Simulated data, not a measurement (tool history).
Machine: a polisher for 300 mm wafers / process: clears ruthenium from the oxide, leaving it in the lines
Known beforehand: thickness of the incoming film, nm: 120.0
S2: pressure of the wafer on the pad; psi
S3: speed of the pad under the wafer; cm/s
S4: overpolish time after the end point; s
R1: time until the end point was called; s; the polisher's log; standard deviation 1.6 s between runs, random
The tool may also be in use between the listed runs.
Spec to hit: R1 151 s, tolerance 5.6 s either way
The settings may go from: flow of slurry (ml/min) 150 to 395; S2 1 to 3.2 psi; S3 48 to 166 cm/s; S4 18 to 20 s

{"run": 1, "day": 0.0, "flow of slurry (ml/min)": 250, "S2": 2.1, "S3": 106, "S4": 18, "R1": 107.85}
{"run": 2, "day": 0.05, "flow of slurry (ml/min)": 250, "S2": 2, "S3": 106, "S4": 18, "R1": 113.77}
{"run": 3, "day": 0.121, "flow of slurry (ml/min)": 250, "S2": 2, "S3": 106, "S4": 18, "R1": 113.92}
{"run": 4, "day": 0.362, "flow of slurry (ml/min)": 250, "S2": 2, "S3": 130, "S4": 18, "R1": 93.378}
{"run": 5, "day": 0.55, "flow of slurry (ml/min)": 250, "S2": 2, "S3": 130, "S4": 20, "R1": 91.749}
{"run": 6, "day": 0.571, "flow of slurry (ml/min)": 250, "S2": 2.4, "S3": 130, "S4": 20, "R1": 77.343}
{"run": 7, "day": 0.683, "flow of slurry (ml/min)": 245, "S2": 1.8, "S3": 120, "S4": 20, "R1": 111.98}
{"run": 8, "day": 0.996, "flow of slurry (ml/min)": 245, "S2": 1.7, "S3": 120, "S4": 20, "R1": 118.43}
{"run": 9, "day": 1.271, "flow of slurry (ml/min)": 245, "S2": 1.6, "S3": 120, "S4": 20, "R1": 124.93}
{"run": 10, "day": 1.433, "flow of slurry (ml/min)": 245, "S2": 1.5, "S3": 120, "S4": 20, "R1": 133.41}
{"run": 11, "day": 1.642, "flow of slurry (ml/min)": 245, "S2": 1.4, "S3": 120, "S4": 20, "R1": 141.95}

5 next moves are on the table. One of them brings every result within its allowed miss. Which?
{"run": "A", "day": 1.85, "flow of slurry (ml/min)": 265, "S2": 1.5, "S3": 114, "S4": 20, "R1": "?"}
{"run": "B", "day": 1.85, "flow of slurry (ml/min)": 295, "S2": 1.3, "S3": 120, "S4": 18, "R1": "?"}
{"run": "C", "day": 1.85, "flow of slurry (ml/min)": 255, "S2": 1.3, "S3": 142, "S4": 20, "R1": "?"}
{"run": "D", "day": 1.85, "flow of slurry (ml/min)": 260, "S2": 1.4, "S3": 126, "S4": 18, "R1": "?"}
{"run": "E", "day": 1.85, "flow of slurry (ml/min)": 260, "S2": 1, "S3": 146, "S4": 18, "R1": "?"}

move=A R1=138.6
move=B R1=149.51
move=C R1=128.84
move=D R1=134.6
move=E R1=160.35
A: lands further from the targets than the last run did
B: hits every target within its allowed miss
C: lands further from the targets than the last run did
D: lands further from the targets than the last run did
E: the result that was furthest off in the last run now lies on the other side of its target
Move B is the one to make.
